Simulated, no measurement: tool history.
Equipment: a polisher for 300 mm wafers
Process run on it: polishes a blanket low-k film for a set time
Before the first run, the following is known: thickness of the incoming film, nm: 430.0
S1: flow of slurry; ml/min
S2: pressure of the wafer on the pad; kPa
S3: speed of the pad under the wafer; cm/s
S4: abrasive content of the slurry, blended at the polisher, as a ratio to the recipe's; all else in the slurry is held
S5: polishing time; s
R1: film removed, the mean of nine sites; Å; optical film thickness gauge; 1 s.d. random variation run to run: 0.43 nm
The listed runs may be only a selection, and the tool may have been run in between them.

run    day   S1    S2   S3  S4  S5      R1
  1      0  235    11  104   1  54   185.8
  2  0.117  235  13.1  106   1  54  224.77
  3    0.4  235    11  106   1  54  190.18
  4  0.708  235    11  106   1  54  190.19
  5  0.967  235     9  106   1  54  153.95
  6  1.212  235    11  106   1  54  188.96

Forecast run 7:
  7  1.362  235  13.1  108   1  54   ?

R1: 221.92 Å

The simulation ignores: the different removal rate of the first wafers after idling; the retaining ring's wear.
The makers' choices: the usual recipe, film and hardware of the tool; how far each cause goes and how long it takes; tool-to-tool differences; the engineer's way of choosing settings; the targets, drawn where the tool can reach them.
